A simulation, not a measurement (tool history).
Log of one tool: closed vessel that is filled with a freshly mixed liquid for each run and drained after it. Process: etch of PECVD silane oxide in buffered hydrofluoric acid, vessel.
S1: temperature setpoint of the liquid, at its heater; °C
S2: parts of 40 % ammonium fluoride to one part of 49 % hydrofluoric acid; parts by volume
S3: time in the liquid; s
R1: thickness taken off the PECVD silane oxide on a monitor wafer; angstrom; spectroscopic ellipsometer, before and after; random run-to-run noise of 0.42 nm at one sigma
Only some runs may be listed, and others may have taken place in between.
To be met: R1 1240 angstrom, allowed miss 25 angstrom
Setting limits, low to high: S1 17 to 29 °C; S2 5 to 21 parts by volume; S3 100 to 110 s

| run | hour | S1 | S2 | S3 | R1 |
|---|---|---|---|---|---|
| 1 | 0 | 21 | 13 | 100 | 2384.5 |
| 2 | 1.2 | 20 | 14.5 | 100 | 2027.8 |
| 3 | 8.8 | 20 | 14.5 | 110 | 2224.5 |
| 4 | 17.2 | 23 | 14.5 | 110 | 2628.7 |
| 5 | 18.3 | 26.5 | 14.5 | 110 | 3184.7 |
| 6 | 21.9 | 29 | 14.5 | 110 | 3628.9 |
| 7 | 30.8 | 29 | 14.5 | 110 | 3662 |
| 8 | 35.6 | 25 | 18.5 | 110 | 2322.3 |
| 9 | 43.3 | 23 | 19 | 110 | 2015.5 |
| 10 | 48.2 | 19 | 21 | 110 | 1462.1 |
| 11 | 50.3 | 18.5 | 21 | 110 | 1413.9 |
| 12 | 52.2 | 18 | 21 | 110 | 1383.5 |

5 candidate next runs follow, results not yet known. Just one meets every target within its allowed miss. Identify it.
| A | 54.1 | 17 | 21 | 110 | ? |
| B | 54.1 | 17 | 21 | 105 | ? |
| C | 54.1 | 18 | 18 | 105 | ? |
| D | 54.1 | 18 | 20.5 | 105 | ? |
| E | 54.1 | 20 | 21 | 110 | ? |

| move | R1 |
|---|---|
| A | 1304.5 |
| B | 1245.2 |
| C | 1535.2 |
| D | 1350.2 |
| E | 1546.4 |
A: nearer than the last run, and not there yet
B: every result within its allowed miss
C: the biggest miss grows against the last run
D: nearer than the last run, and not there yet
E: the biggest miss grows against the last run
Move B is the one to make.

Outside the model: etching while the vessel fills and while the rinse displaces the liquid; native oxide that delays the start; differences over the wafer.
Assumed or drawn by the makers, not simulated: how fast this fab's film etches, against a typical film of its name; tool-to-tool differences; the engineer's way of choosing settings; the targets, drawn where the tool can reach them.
